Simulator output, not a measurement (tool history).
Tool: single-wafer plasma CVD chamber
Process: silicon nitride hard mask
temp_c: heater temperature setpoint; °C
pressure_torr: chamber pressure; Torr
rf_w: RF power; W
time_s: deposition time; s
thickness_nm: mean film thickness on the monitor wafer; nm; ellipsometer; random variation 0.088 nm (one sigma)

run 1 hour=0.0 | temp_c=415 pressure_torr=1.98 rf_w=315 time_s=15.7 | thickness_nm=20.193
run 2 hour=6.5 | temp_c=415 pressure_torr=1.89 rf_w=305 time_s=15.7 | thickness_nm=19.338
run 3 hour=13.6 | temp_c=415 pressure_torr=1.80 rf_w=300 time_s=15.7 | thickness_nm=18.851
run 4 hour=16.0 | temp_c=415 pressure_torr=1.72 rf_w=295 time_s=15.7 | thickness_nm=18.516
run 5 hour=24.4 | temp_c=415 pressure_torr=1.72 rf_w=295 time_s=15.0 | thickness_nm=17.504
-- hour=26.3 thermocouple changed; heater temperature recalibrated
run 6 hour=26.3 | temp_c=415 pressure_torr=1.46 rf_w=295 time_s=15.0 | thickness_nm=16.838
run 7 hour=32.9 | temp_c=415 pressure_torr=1.43 rf_w=295 time_s=15.0 | thickness_nm=16.715

The next listed run, before its measurement:
run 8 hour=41.9 | temp_c=415 pressure_torr=1.43 rf_w=295 time_s=15.0 | thickness_nm=?

{"run 8": {"thickness_nm": 16.656}}
